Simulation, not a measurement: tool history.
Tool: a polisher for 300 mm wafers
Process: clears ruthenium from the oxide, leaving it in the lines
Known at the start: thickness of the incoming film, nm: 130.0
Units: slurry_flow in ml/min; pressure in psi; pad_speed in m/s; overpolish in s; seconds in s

run	hour	slurry_flow	pressure	pad_speed	overpolish	seconds
1	0.0	125	1.7	1.30	8	96.649
2	5.8	145	1.7	1.30	8	95.278
3	10.7	145	1.7	1.30	8	94.296
4	13.7	140	1.6	1.30	8	98.818
5	22.8	140	2.0	1.30	8	82.591
6	31.1	140	1.8	1.28	8	90.361
7	34.4	135	1.6	1.28	8	102.310
8	39.6	130	1.5	1.28	8	105.300

The next listed run, before its measurement:
9	43.5	130	1.1	1.26	8	?

{"run 9": {"seconds": 134.44}}
